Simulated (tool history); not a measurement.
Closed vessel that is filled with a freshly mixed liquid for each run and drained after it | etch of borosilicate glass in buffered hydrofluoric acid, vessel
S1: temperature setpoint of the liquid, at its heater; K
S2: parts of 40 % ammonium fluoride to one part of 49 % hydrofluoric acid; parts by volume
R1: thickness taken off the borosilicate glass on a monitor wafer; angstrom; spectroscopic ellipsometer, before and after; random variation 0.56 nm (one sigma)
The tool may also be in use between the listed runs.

{"run": 1, "hour": 0.0, "S1": 298.15, "S2": 8.5, "time in the liquid (s)": 100, "R1": 1481.4}
{"run": 2, "hour": 8.1, "S1": 299.65, "S2": 8.5, "time in the liquid (s)": 100, "R1": 1623.6}
{"run": 3, "hour": 10.6, "S1": 298.65, "S2": 8.5, "time in the liquid (s)": 100, "R1": 1550.2}
{"run": 4, "hour": 13.6, "S1": 297.65, "S2": 8.5, "time in the liquid (s)": 100, "R1": 1441.4}
{"run": 5, "hour": 19.3, "S1": 300.65, "S2": 8.5, "time in the liquid (s)": 100, "R1": 1707.1}
{"run": 6, "hour": 21.9, "S1": 300.65, "S2": 6.5, "time in the liquid (s)": 100, "R1": 2239.4}

Forecast run 7:
{"run": 7, "hour": 25.9, "S1": 299.15, "S2": 6.5, "time in the liquid (s)": 100, "R1": "?"}

Run 7 gave R1 2083.4 angstrom.
